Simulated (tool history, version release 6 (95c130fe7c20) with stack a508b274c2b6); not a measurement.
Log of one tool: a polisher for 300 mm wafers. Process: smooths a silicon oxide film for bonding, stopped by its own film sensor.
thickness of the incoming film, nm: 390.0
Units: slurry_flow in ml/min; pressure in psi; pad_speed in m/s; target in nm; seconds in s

run,hour,slurry_flow,pressure,pad_speed,slurry_solids,target,seconds
1,0.0,125,1.7,1.08,1.0,357,50.381
2,1.8,130,1.8,1.08,1.0,357,47.948
3,4.7,130,1.9,1.08,1.0,357,46.174
4,11.5,145,1.9,1.08,1.0,357,46.807
5,16.2,145,2.1,1.10,1.0,357,41.580
6,17.5,145,2.1,1.10,1.0,357,40.775
7,23.2,145,2.2,1.10,1.0,357,39.235
8,29.3,145,2.3,1.10,1.0,357,38.479
9,33.2,145,2.4,1.12,1.0,357,36.989

Forecast run 10:
10,37.0,145,2.5,1.12,1.0,357,?

Run 10 gave seconds 35.322 s.
